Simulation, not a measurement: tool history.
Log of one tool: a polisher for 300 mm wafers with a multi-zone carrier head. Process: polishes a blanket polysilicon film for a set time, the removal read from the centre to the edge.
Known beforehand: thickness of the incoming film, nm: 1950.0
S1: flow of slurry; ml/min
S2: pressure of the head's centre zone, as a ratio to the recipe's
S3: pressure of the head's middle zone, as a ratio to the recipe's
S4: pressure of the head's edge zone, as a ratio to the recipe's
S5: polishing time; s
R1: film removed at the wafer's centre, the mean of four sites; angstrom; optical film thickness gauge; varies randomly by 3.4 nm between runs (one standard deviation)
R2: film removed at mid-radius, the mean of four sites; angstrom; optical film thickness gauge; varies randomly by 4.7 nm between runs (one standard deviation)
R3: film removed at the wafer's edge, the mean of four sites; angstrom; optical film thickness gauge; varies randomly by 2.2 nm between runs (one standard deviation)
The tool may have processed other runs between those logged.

run	hour	S1	S2	S3	S4	S5	R1	R2	R3
1	0	315	1	1	1	39	2628	2591.4	2576
2	8.8	330	1.04	1.06	1.02	41	2887.6	2897.6	2732.8
3	11.9	340	1.07	1.1	1.05	42	3024.9	3011.3	2861.6
4	19.7	340	1.07	1.1	1.12	42	2979	3054	2954.5
5	23	290	1.07	1.1	1.12	42	2962.1	3017.4	2897
6	29.1	290	1.09	1.13	1.1	43	3094.3	3182.2	3001.6
7	37.3	290	1.11	1.15	1.06	44	3197	3208.8	2998.3

Run 8 is up next; what results do you expect?
8	41.2	310	1.11	1.16	1.01	45	?	?	?

R1: 3353.7 angstrom
R2: 3371.8 angstrom
R3: 2977.4 angstrom
